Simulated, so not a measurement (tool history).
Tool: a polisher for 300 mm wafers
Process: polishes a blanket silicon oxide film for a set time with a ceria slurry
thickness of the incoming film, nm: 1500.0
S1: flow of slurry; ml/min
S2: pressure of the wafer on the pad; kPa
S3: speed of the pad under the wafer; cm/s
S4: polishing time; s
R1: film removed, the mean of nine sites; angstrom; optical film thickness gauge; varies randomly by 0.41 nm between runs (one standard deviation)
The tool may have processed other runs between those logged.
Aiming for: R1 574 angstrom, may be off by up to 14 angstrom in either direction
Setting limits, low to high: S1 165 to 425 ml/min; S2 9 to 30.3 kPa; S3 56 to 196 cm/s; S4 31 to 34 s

run 1 hour=0 | S1=275 S2=19.3 S3=126 S4=34 | R1=1632.9
run 2 hour=5.7 | S1=275 S2=19.3 S3=126 S4=34 | R1=1660.5
run 3 hour=6.6 | S1=275 S2=23.4 S3=126 S4=34 | R1=1963.1
run 4 hour=15.2 | S1=250 S2=23.4 S3=126 S4=34 | R1=1929.5
run 5 hour=17.4 | S1=250 S2=23.4 S3=96 S4=34 | R1=1531.6
run 6 hour=24.5 | S1=240 S2=20 S3=86 S4=34 | R1=1202.8
run 7 hour=27.1 | S1=235 S2=17.2 S3=78 S4=34 | R1=950.35
run 8 hour=35.7 | S1=235 S2=17.2 S3=78 S4=34 | R1=953.31
run 9 hour=41.5 | S1=225 S2=15.2 S3=76 S4=34 | R1=824.38
run 10 hour=49.3 | S1=215 S2=13.8 S3=76 S4=34 | R1=758.58
run 11 hour=51 | S1=205 S2=12.4 S3=76 S4=34 | R1=680.4
run 12 hour=57.6 | S1=195 S2=11.7 S3=76 S4=34 | R1=647.08
run 13 hour=63.4 | S1=190 S2=11 S3=76 S4=34 | R1=614.85
run 14 hour=71.9 | S1=190 S2=11 S3=76 S4=34 | R1=617.93
run 15 hour=80.3 | S1=190 S2=11 S3=76 S4=34 | R1=607.86
run 16 hour=87.4 | S1=190 S2=11 S3=76 S4=34 | R1=611.47
run 17 hour=90.8 | S1=185 S2=9.7 S3=76 S4=34 | R1=539.65

Which one of the following 5 next-run settings gets every result inside its allowed miss? There is exactly one.
run A hour=94.2 | S1=170 S2=11.7 S3=70 S4=34 | R1=?
run B hour=94.2 | S1=170 S2=11.7 S3=66 S4=34 | R1=?
run C hour=94.2 | S1=205 S2=11 S3=66 S4=34 | R1=?
run D hour=94.2 | S1=205 S2=12.4 S3=68 S4=33 | R1=?
run E hour=94.2 | S1=210 S2=9 S3=86 S4=31 | R1=?

move=A R1=600.71
move=B R1=572.07
move=C R1=548.44
move=D R1=606.74
move=E R1=521.04
A: moves the result that the last run missed by most past its target, out the other side
B: meets every target
C: better than the last run, though not everything is in spec
D: moves the result that the last run missed by most past its target, out the other side
E: lands further from the targets than the last run did
Move B is the one to make.

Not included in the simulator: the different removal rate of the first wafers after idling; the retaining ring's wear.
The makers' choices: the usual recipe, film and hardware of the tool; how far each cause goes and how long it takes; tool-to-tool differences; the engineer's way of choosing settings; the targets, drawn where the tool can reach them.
